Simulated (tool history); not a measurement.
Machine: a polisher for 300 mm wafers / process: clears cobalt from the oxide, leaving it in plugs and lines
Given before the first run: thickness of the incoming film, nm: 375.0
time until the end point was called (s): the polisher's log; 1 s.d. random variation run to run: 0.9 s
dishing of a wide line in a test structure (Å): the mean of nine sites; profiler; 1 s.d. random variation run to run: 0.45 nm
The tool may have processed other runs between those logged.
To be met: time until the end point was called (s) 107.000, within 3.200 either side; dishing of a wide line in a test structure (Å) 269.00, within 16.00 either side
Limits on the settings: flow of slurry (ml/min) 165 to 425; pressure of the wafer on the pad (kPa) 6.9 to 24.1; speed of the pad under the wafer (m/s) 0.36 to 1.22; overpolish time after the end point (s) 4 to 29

run	hour	flow of slurry (ml/min)	pressure of the wafer on the pad (kPa)	speed of the pad under the wafer (m/s)	overpolish time after the end point (s)	time until the end point was called (s)	dishing of a wide line in a test structure (Å)
1	0.0	275	15.2	0.78	15	83.020	366.72
2	3.5	275	18.6	0.78	15	68.540	421.36
3	6.5	275	16.5	0.78	14	76.331	389.01
4	9.1	275	16.5	0.78	10	75.353	319.31
5	17.8	275	17.9	0.78	10	70.192	335.75
6	26.4	275	15.9	0.78	10	78.890	310.94
7	33.6	275	14.5	0.78	10	85.370	279.10
8	39.3	275	13.1	0.78	11	95.345	292.79
9	43.6	275	12.4	0.78	11	100.900	275.65

5 candidate next runs follow, results not yet known. Just one meets every target within its allowed miss. Identify it.
A	47.9	340	9.7	1.02	12	?	?
B	47.9	325	13.8	0.66	11	?	?
C	47.9	260	11.7	0.88	11	?	?
D	47.9	280	16.5	0.50	11	?	?
E	47.9	285	12.4	0.82	10	?	?

move	time until the end point was called (s)	dishing of a wide line in a test structure (Å)
A	100.470	304.89
B	101.910	284.54
C	96.850	294.57
D	106.700	275.55
E	96.149	277.08
A: misses by more than the last run did
B: gains on the last run, yet a result remains outside its allowed miss
C: misses by more than the last run did
D: each result inside its tolerance
E: misses by more than the last run did
Move D is the one to make.
